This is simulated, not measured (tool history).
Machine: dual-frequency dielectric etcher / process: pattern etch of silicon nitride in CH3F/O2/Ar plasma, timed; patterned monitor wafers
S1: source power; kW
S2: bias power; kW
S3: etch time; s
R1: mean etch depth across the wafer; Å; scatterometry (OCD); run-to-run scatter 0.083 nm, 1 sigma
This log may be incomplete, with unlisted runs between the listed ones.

run 1 day=0 | S1=0.42 S2=0.088 S3=34.5 | R1=253.07
run 2 day=0.192 | S1=0.46 S2=0.088 S3=34.5 | R1=257.77
run 3 day=0.229 | S1=0.46 S2=0.103 S3=34.5 | R1=273.55
run 4 day=0.275 | S1=0.46 S2=0.103 S3=34.5 | R1=273.78
run 5 day=0.442 | S1=0.42 S2=0.101 S3=34.5 | R1=262.94
run 6 day=0.625 | S1=0.42 S2=0.094 S3=34.5 | R1=255.7
run 7 day=0.871 | S1=0.4 S2=0.093 S3=34.5 | R1=252.42

Estimate the outcome of run 8 from the log above:
run 8 day=0.942 | S1=0.39 S2=0.092 S3=34.5 | R1=?

R1: 250.47 Å
